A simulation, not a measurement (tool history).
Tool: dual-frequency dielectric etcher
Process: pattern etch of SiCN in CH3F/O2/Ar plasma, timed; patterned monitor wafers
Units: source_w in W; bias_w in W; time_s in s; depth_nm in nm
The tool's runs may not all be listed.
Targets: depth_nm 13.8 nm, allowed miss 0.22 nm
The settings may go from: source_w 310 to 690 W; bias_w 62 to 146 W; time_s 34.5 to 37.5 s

run	hour	source_w	bias_w	time_s	depth_nm
1	0	500	104	37.5	15.628
2	8.5	500	104	37.5	15.52
3	15.1	500	104	37.5	15.596
4	18.3	480	103	37.5	15.265
5	19.5	460	103	37.5	15.066
6	27.6	410	103	37.5	14.35
# hour 31.9: wet clean of the chamber
7	31.9	400	103	37.5	14.775
8	35.6	350	86	37	13.013
9	39.1	350	86	37	12.965
10	45.9	360	86	37	13.172
11	46.4	370	86	37	13.348
12	52.4	370	86	37	13.291
13	60.6	380	86	37	13.428
14	64.6	420	87	37	14.089

4 next moves are on the table. One of them brings every result within its allowed miss. Which?
A	68.6	480	85	36	?
B	68.6	450	107	34.5	?
C	68.6	450	89	36	?
D	68.6	520	75	34.5	?

move	depth_nm
A	14.317
B	14.346
C	14.14
D	13.673
A: further off than the last run
B: further off than the last run
C: further off than the last run
D: meets every target
The right move is D.
